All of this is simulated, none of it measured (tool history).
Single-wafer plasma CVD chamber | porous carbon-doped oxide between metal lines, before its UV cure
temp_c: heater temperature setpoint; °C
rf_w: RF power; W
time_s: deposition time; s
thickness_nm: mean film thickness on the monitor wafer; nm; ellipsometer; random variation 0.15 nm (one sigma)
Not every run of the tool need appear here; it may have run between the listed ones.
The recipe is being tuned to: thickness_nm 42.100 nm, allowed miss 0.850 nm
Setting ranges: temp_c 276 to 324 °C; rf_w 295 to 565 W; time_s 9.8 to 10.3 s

run  hour  temp_c  rf_w  time_s  thickness_nm
  1   0.0     300   430    10.3        48.122
  2   8.4     305   425    10.3        46.845
  3  14.9     314   425    10.3        44.584
  4  22.3     316   420    10.3        43.441
  5  27.6     317   420    10.3        43.640
  6  32.9     317   440    10.3        45.410
  7  40.0     318   435    10.3        44.641
  8  44.1     319   430    10.3        44.078

5 candidate next runs follow, results not yet known. Just one meets every target within its allowed miss. Identify it.
  A  48.2     319   460    10.3             ?
  B  48.2     314   435    10.1             ?
  C  48.2     320   390    10.3             ?
  D  48.2     321   420    10.2             ?
  E  48.2     323   475    10.1             ?

move  thickness_nm
   A        46.430
   B        44.476
   C        40.027
   D        42.161
   E        45.846
A: misses by more than the last run did
B: misses by more than the last run did
C: takes the biggest miss from the last run beyond its target
D: every result within its allowed miss
E: misses by more than the last run did
The move that meets every target is D.
